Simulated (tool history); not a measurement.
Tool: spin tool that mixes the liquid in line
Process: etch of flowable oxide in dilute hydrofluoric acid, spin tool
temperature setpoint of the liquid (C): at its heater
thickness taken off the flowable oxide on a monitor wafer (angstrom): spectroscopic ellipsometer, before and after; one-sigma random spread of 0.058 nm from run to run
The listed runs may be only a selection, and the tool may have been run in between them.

run	day	temperature setpoint of the liquid (C)	parts of water to one part of 49 % hydrofluoric acid (parts by volume)	time under the liquid (s)	thickness taken off the flowable oxide on a monitor wafer (angstrom)
1	0.000	22.0	70	15	88.058
2	0.317	21.0	70	15	83.762
3	0.529	23.5	70	15	94.286
4	0.696	22.0	70	15	87.654
5	1.004	22.0	70	15	88.895
6	1.079	21.0	70	15	85.089
7	1.162	20.0	70	15	81.168

Estimate the outcome of run 8 from the log above:
8	1.283	19.5	70	15	?

thickness taken off the flowable oxide on a monitor wafer (angstrom): 79.324

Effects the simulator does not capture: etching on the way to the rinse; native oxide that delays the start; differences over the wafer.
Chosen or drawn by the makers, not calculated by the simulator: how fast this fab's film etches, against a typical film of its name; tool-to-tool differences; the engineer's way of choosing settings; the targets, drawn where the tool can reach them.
